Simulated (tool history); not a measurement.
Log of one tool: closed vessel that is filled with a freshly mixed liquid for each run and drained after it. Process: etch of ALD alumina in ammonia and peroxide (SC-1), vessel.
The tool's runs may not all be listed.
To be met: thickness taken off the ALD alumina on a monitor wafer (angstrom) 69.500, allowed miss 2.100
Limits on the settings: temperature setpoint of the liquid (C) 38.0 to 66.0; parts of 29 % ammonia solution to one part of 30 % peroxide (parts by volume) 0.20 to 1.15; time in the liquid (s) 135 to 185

run,hour,temperature setpoint of the liquid (C),parts of 29 % ammonia solution to one part of 30 % peroxide (parts by volume),time in the liquid (s),thickness taken off the ALD alumina on a monitor wafer (angstrom)
1,0.0,50.0,0.65,185,99.319
2,3.0,50.0,0.55,185,96.985
3,8.8,45.5,0.55,185,75.716
4,16.4,45.5,0.55,185,74.497
5,22.3,49.0,0.55,185,91.805
6,26.4,49.0,0.75,185,95.750
7,28.4,42.0,0.75,185,63.772
8,34.1,42.5,0.75,185,66.179

Exercise: of the 4 proposed moves below, exactly one satisfies all targets within the stated allowed misses. Which move is it?
A,39.8,42.0,0.70,180,?
B,39.8,49.0,0.85,135,?
C,39.8,47.0,0.75,135,?
D,39.8,42.5,0.75,175,?

move,thickness taken off the ALD alumina on a monitor wafer (angstrom)
A,60.679
B,68.978
C,60.966
D,61.134
A: moves away from the targets compared with the last run
B: in spec on every target
C: moves away from the targets compared with the last run
D: moves away from the targets compared with the last run
The right move is B.

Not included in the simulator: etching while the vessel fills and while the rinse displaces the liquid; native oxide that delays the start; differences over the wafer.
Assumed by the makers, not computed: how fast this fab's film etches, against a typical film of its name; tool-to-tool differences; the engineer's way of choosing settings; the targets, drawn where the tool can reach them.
